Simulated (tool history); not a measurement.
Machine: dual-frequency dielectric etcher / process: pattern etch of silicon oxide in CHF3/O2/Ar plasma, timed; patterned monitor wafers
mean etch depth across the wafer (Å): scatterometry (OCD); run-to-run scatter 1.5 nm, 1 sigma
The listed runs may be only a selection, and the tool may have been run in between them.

run  hour  source power (W)  bias power (W)  etch time (s)  mean etch depth across the wafer (Å)
  1     0               520             211            234                                4623.5
  2   5.7               550             214            234                                4700.6
  3   9.2               580             218            234                                4813.5
  4  12.1               580             199            234                                  4686
  5  20.9               610             203            234                                4776.9
  6  26.7               610             203            234                                4789.4
  7  31.6               630             206            234                                4834.8
  8  38.3               650             209            234                                4901.5

Expected results for the next run?
  9  44.6               660             211            234                                     ?

mean etch depth across the wafer (Å): 4921.1

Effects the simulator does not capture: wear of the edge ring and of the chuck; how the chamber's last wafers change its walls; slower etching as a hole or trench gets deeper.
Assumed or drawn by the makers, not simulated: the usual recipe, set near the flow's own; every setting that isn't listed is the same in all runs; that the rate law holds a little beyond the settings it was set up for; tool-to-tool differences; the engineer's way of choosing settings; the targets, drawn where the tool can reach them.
